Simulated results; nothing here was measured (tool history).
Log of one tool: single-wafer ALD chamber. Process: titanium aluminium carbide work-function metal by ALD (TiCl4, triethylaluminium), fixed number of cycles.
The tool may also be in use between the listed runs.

run  hour  heater temperature setpoint (K)  triethylaluminium pulse time (s)  mean film thickness on the monitor wafer (angstrom)
  1   0.0                           563.15                             12.13                                               19.625
  2   7.5                           560.15                             11.79                                               19.379
  3  14.8                           560.15                             15.12                                               19.665
  4  19.4                           560.15                             17.16                                               19.644
  5  20.9                           557.15                             16.67                                               19.375
  6  22.9                           549.15                             16.67                                               18.736
  7  30.8                           547.15                             16.31                                               18.519
  8  33.9                           546.15                             16.16                                               18.417
  9  36.8                           545.15                             16.07                                               18.422
 10  41.3                           544.15                             15.58                                               18.350

Forecast run 11:
 11  48.4                           543.15                             14.92                                                    ?

{"run 11": {"mean film thickness on the monitor wafer (angstrom)": 18.255}}

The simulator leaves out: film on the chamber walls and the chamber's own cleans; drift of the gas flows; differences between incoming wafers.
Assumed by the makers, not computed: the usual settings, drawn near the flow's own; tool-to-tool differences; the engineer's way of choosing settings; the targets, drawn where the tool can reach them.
